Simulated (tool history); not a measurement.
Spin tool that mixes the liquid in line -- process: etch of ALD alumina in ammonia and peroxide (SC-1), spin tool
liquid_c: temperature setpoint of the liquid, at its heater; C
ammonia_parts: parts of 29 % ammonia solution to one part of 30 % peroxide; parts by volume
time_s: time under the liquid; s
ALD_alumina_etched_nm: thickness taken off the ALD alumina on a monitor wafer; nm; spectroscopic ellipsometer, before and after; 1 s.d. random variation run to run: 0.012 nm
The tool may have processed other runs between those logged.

Run 1, hour 0: liquid_c 61 C, ammonia_parts 0.55 parts by volume, time_s 20 s. Result: ALD_alumina_etched_nm 1.7112 nm.
Run 2, hour 8.6: liquid_c 61 C, ammonia_parts 0.55 parts by volume, time_s 15 s. Result: ALD_alumina_etched_nm 1.2763 nm.
Run 3, hour 13.1: liquid_c 63.5 C, ammonia_parts 0.7 parts by volume, time_s 15 s. Result: ALD_alumina_etched_nm 1.4967 nm.
Run 4, hour 20.3: liquid_c 63.5 C, ammonia_parts 0.6 parts by volume, time_s 15 s. Result: ALD_alumina_etched_nm 1.4726 nm.
Run 5, hour 22.5: liquid_c 63.5 C, ammonia_parts 0.6 parts by volume, time_s 15 s. Result: ALD_alumina_etched_nm 1.4757 nm.
Run 6, hour 23.9: liquid_c 65.5 C, ammonia_parts 0.5 parts by volume, time_s 15 s. Result: ALD_alumina_etched_nm 1.5924 nm.

Expected results for the next run?
Run 7, hour 27.8: liquid_c 67 C, ammonia_parts 0.4 parts by volume, time_s 15 s. Result: ALD_alumina_etched_nm ?.

Run 7 measured ALD_alumina_etched_nm 1.685 nm.
